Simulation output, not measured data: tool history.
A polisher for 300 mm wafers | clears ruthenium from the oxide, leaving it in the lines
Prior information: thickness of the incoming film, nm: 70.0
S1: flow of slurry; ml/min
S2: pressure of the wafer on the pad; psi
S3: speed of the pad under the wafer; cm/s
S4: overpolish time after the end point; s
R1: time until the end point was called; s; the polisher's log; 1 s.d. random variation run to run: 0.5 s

| run | day | S1 | S2 | S3 | S4 | R1 |
|---|---|---|---|---|---|---|
| 1 | 0 | 300 | 1.6 | 102 | 10 | 85.859 |
| 2 | 0.183 | 300 | 1.6 | 102 | 8 | 85.727 |
| 3 | 0.354 | 300 | 1.7 | 102 | 8 | 82.174 |
| 4 | 0.546 | 300 | 1.7 | 102 | 8 | 81.433 |
| 5 | 0.917 | 345 | 1.7 | 102 | 8 | 79.715 |
| 6 | 1.288 | 345 | 1.7 | 94 | 8 | 86.985 |
| 7 | 1.488 | 345 | 1.9 | 94 | 8 | 77.83 |
| 8 | 1.6 | 345 | 2 | 94 | 8 | 74.451 |

Forecast run 9:
| 9 | 1.95 | 350 | 2.1 | 94 | 8 | ? |

{"run 9": {"R1": 70.553}}

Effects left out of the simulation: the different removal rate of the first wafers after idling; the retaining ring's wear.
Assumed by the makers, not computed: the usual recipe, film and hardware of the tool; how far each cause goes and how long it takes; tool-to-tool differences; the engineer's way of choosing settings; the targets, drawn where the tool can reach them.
